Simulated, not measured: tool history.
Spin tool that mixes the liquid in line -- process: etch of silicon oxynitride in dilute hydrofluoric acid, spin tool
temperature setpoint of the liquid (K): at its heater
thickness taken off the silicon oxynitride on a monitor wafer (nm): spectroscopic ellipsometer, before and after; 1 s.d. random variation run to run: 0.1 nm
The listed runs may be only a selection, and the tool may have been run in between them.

run,day,temperature setpoint of the liquid (K),parts of water to one part of 49 % hydrofluoric acid (parts by volume),time under the liquid (s),thickness taken off the silicon oxynitride on a monitor wafer (nm)
1,0,293.15,185,285,3.2611
2,0.279,291.65,185,285,3.042
3,0.462,291.65,235,285,2.3554
4,0.675,291.65,235,310,2.5248
# day 0.979: hydrofluoric acid flow meter replaced
5,0.979,292.65,215,310,3.2648
6,1.292,293.65,205,310,3.6288

The next listed run, before its measurement:
7,1.408,294.65,195,310,?

For run 7 the tool returned thickness taken off the silicon oxynitride on a monitor wafer (nm) 4.0306.

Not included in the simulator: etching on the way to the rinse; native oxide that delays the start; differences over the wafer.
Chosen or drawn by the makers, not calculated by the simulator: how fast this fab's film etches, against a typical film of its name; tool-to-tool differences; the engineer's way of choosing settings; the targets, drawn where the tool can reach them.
